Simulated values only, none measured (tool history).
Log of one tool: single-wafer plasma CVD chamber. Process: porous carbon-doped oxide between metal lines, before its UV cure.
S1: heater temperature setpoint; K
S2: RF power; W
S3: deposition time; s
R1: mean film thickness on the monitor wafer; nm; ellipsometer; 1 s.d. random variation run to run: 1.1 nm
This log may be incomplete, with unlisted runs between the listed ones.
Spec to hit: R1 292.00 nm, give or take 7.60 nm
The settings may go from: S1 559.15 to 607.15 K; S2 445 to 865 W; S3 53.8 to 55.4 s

{"run": 1, "day": 0.0, "S1": 583.15, "S2": 655, "S3": 53.8, "R1": 312.61}
{"run": 2, "day": 0.292, "S1": 584.15, "S2": 650, "S3": 53.8, "R1": 311.34}
{"run": 3, "day": 0.317, "S1": 584.15, "S2": 700, "S3": 53.8, "R1": 323.57}
{"run": 4, "day": 0.383, "S1": 584.15, "S2": 700, "S3": 55.4, "R1": 333.32}
{"run": 5, "day": 0.738, "S1": 586.15, "S2": 695, "S3": 55.3, "R1": 328.13}
{"run": 6, "day": 1.046, "S1": 588.15, "S2": 690, "S3": 55.3, "R1": 323.99}
{"run": 7, "day": 1.242, "S1": 589.15, "S2": 685, "S3": 55.3, "R1": 322.08}
{"run": 8, "day": 1.267, "S1": 590.15, "S2": 680, "S3": 55.3, "R1": 319.35}
{"run": 9, "day": 1.421, "S1": 591.15, "S2": 675, "S3": 55.3, "R1": 316.95}
{"run": 10, "day": 1.662, "S1": 592.15, "S2": 670, "S3": 55.3, "R1": 315.04}
{"run": 11, "day": 1.862, "S1": 593.15, "S2": 665, "S3": 55.2, "R1": 311.31}

Exactly one of the 4 candidate moves below puts every result within its allowed miss. Which one?
{"run": "A", "day": 2.062, "S1": 592.15, "S2": 620, "S3": 53.8, "R1": "?"}
{"run": "B", "day": 2.062, "S1": 596.15, "S2": 690, "S3": 54.8, "R1": "?"}
{"run": "C", "day": 2.062, "S1": 598.15, "S2": 530, "S3": 55.0, "R1": "?"}
{"run": "D", "day": 2.062, "S1": 607.15, "S2": 615, "S3": 53.8, "R1": "?"}

move=A R1=294.23
move=B R1=309.01
move=C R1=272.96
move=D R1=274.73
A: meets every target
B: better than the last run, though not everything is in spec
C: takes the biggest miss from the last run beyond its target
D: takes the biggest miss from the last run beyond its target
Move A is the one to make.
